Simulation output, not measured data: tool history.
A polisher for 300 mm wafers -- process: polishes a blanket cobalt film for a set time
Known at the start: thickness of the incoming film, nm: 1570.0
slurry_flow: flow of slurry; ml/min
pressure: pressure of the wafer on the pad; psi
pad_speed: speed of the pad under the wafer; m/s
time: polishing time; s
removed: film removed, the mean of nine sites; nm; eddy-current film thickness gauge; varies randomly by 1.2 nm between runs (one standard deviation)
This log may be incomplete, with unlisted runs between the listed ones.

Run 1, hour 0.0: slurry_flow 180 ml/min, pressure 2.5 psi, pad_speed 0.92 m/s, time 45 s. Result: removed 302.30 nm.
Run 2, hour 2.0: slurry_flow 175 ml/min, pressure 2.1 psi, pad_speed 0.90 m/s, time 45 s. Result: removed 254.81 nm.
Run 3, hour 9.5: slurry_flow 175 ml/min, pressure 2.1 psi, pad_speed 1.04 m/s, time 45 s. Result: removed 278.01 nm.
Run 4, hour 18.3: slurry_flow 170 ml/min, pressure 1.8 psi, pad_speed 0.98 m/s, time 45 s. Result: removed 232.16 nm.
Run 5, hour 20.8: slurry_flow 160 ml/min, pressure 1.6 psi, pad_speed 0.96 m/s, time 45 s. Result: removed 207.96 nm.
Run 6, hour 25.0: slurry_flow 155 ml/min, pressure 1.5 psi, pad_speed 0.94 m/s, time 45 s. Result: removed 190.98 nm.
Run 7, hour 33.9: slurry_flow 125 ml/min, pressure 1.1 psi, pad_speed 0.94 m/s, time 45 s. Result: removed 141.14 nm.

The next listed run, before its measurement:
Run 8, hour 38.5: slurry_flow 135 ml/min, pressure 1.1 psi, pad_speed 0.94 m/s, time 45 s. Result: removed ?.

Run 8 yielded removed 144.25 nm.
